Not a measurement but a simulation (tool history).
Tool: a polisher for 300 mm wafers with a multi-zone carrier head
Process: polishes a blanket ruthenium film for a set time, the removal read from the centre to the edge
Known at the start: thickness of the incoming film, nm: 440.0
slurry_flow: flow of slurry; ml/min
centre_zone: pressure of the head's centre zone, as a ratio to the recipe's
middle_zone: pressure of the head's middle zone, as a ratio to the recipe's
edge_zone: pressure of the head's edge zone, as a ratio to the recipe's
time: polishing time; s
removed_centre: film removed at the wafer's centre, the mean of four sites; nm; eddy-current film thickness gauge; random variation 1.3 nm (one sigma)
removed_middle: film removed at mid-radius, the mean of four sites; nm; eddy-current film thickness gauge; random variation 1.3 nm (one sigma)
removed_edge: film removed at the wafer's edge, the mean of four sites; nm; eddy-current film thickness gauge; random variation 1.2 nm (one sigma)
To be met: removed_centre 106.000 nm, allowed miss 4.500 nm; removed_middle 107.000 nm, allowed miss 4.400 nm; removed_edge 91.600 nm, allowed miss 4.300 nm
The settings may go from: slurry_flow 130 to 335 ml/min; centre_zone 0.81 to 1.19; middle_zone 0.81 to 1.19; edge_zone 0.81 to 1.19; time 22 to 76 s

run  hour  slurry_flow  centre_zone  middle_zone  edge_zone  time  removed_centre  removed_middle  removed_edge
  1   0.0          215         1.00         1.00       1.00    49          72.753          74.405        73.432
  2   3.5          225         1.04         1.05       1.01    52          81.944          84.913        81.456
  3   9.5          225         1.04         1.05       1.01    41          66.543          64.831        62.984
  4  13.5          240         1.07         1.09       1.00    45          73.879          74.365        69.672
  5  22.1          250         1.10         1.12       0.99    48          82.598          82.935        74.337
  6  27.4          250         1.07         1.12       0.99    48          80.782          83.483        73.310
  7  33.0          260         1.10         1.14       1.00    50          86.605          87.826        78.141
  8  35.9          265         1.11         1.15       1.00    52          91.243          92.121        80.575
  9  44.8          265         1.12         1.16       1.00    54          94.862          95.455        82.261
 10  49.2          270         1.12         1.16       1.01    55          96.715          97.605        85.240
     50.2  -- worn pad replaced by a new one
 11  50.2          270         1.13         1.17       1.01    56         110.990         113.840        95.162
 12  53.5          275         1.13         1.16       1.00    56         111.080         110.890        97.118

Which of these 4 next moves meets every target?
  A  56.8          290         1.16         1.09       1.01    56               ?               ?             ?
  B  56.8          330         1.12         1.17       1.00    53               ?               ?             ?
  C  56.8          270         1.08         1.02       1.02    60               ?               ?             ?
  D  56.8          305         1.12         0.91       1.05    57               ?               ?             ?

move  removed_centre  removed_middle  removed_edge
   A         115.200         105.520        95.864
   B         106.770         107.460        91.061
   C         113.830         106.110       102.700
   D         113.680          92.801       100.070
A: brings the result that was furthest off to its target, and leaves another outside
B: meets every target
C: further off than the last run
D: further off than the last run
Answer: B
